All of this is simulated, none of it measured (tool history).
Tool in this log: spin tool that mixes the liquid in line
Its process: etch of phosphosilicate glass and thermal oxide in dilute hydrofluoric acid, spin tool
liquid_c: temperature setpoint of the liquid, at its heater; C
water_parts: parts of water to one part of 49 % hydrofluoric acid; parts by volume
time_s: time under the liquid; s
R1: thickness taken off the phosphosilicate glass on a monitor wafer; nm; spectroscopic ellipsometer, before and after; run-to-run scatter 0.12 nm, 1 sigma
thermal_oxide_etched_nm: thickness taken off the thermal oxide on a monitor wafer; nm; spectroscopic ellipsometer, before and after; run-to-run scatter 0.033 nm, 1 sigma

run 1 hour=0 | liquid_c=25 water_parts=150 time_s=30 | R1=15.752 thermal_oxide_etched_nm=1.0151
run 2 hour=3.5 | liquid_c=25.5 water_parts=150 time_s=30 | R1=15.953 thermal_oxide_etched_nm=1.0639
run 3 hour=4.9 | liquid_c=25.5 water_parts=150 time_s=40 | R1=21.382 thermal_oxide_etched_nm=1.3198
run 4 hour=6.9 | liquid_c=27 water_parts=150 time_s=40 | R1=22.683 thermal_oxide_etched_nm=1.3952
run 5 hour=15.2 | liquid_c=27 water_parts=150 time_s=25 | R1=14.268 thermal_oxide_etched_nm=0.90572
run 6 hour=16.7 | liquid_c=27.5 water_parts=145 time_s=25 | R1=14.847 thermal_oxide_etched_nm=0.87399
run 7 hour=23.6 | liquid_c=27 water_parts=140 time_s=25 | R1=15.236 thermal_oxide_etched_nm=0.95558
run 8 hour=28.7 | liquid_c=27.5 water_parts=135 time_s=25 | R1=16.314 thermal_oxide_etched_nm=1.0239
run 9 hour=31.1 | liquid_c=28 water_parts=135 time_s=25 | R1=16.561 thermal_oxide_etched_nm=1.0344
run 10 hour=34.2 | liquid_c=28.5 water_parts=135 time_s=25 | R1=16.94 thermal_oxide_etched_nm=0.98655

Run 11, settings as shown, results not yet in. Your forecast:
run 11 hour=38 | liquid_c=28 water_parts=130 time_s=25 | R1=? thermal_oxide_etched_nm=?

R1: 17.132 nm
thermal_oxide_etched_nm: 1.0882 nm
